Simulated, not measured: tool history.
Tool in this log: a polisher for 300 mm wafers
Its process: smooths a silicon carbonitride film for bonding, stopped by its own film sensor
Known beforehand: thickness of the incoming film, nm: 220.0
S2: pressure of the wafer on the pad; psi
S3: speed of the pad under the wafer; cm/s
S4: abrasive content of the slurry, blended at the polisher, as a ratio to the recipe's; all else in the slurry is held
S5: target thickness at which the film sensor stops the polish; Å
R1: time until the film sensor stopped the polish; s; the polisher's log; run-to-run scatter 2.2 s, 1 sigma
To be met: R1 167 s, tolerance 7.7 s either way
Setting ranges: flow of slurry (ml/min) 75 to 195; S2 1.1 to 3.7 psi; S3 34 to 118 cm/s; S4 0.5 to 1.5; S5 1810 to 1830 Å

run 1 hour=0 | flow_of_slurry_(ml/min)=125 S2=2.4 S3=76 S4=1 S5=1830 | R1=117.58
run 2 hour=4 | flow_of_slurry_(ml/min)=125 S2=2.7 S3=76 S4=1 S5=1830 | R1=107
run 3 hour=12.8 | flow_of_slurry_(ml/min)=120 S2=2.4 S3=74 S4=1 S5=1830 | R1=121.35
run 4 hour=18.2 | flow_of_slurry_(ml/min)=120 S2=2.4 S3=74 S4=1.15 S5=1830 | R1=116.09
run 5 hour=19.2 | flow_of_slurry_(ml/min)=120 S2=2.4 S3=74 S4=1 S5=1830 | R1=120.51
run 6 hour=26.6 | flow_of_slurry_(ml/min)=120 S2=2.7 S3=74 S4=1 S5=1830 | R1=108.36
run 7 hour=29 | flow_of_slurry_(ml/min)=120 S2=2.4 S3=72 S4=1 S5=1830 | R1=124.2
run 8 hour=31.5 | flow_of_slurry_(ml/min)=120 S2=2.2 S3=72 S4=1 S5=1830 | R1=132.28
run 9 hour=33.2 | flow_of_slurry_(ml/min)=120 S2=2 S3=72 S4=1 S5=1830 | R1=140.74
run 10 hour=37.7 | flow_of_slurry_(ml/min)=120 S2=1.9 S3=72 S4=1 S5=1830 | R1=148.9

Exactly one of the 4 candidate moves below puts every result within its allowed miss. Which one?
run A hour=42.2 | flow_of_slurry_(ml/min)=110 S2=2.9 S3=54 S4=1.1 S5=1830 | R1=?
run B hour=42.2 | flow_of_slurry_(ml/min)=135 S2=1.9 S3=80 S4=1 S5=1810 | R1=?
run C hour=42.2 | flow_of_slurry_(ml/min)=130 S2=2 S3=60 S4=1.1 S5=1810 | R1=?
run D hour=42.2 | flow_of_slurry_(ml/min)=120 S2=2.1 S3=68 S4=1 S5=1820 | R1=?

move=A R1=133.37
move=B R1=139.27
move=C R1=164.44
move=D R1=147
A: moves away from the targets compared with the last run
B: moves away from the targets compared with the last run
C: every result within its allowed miss
D: moves away from the targets compared with the last run
Move C is the one to make.
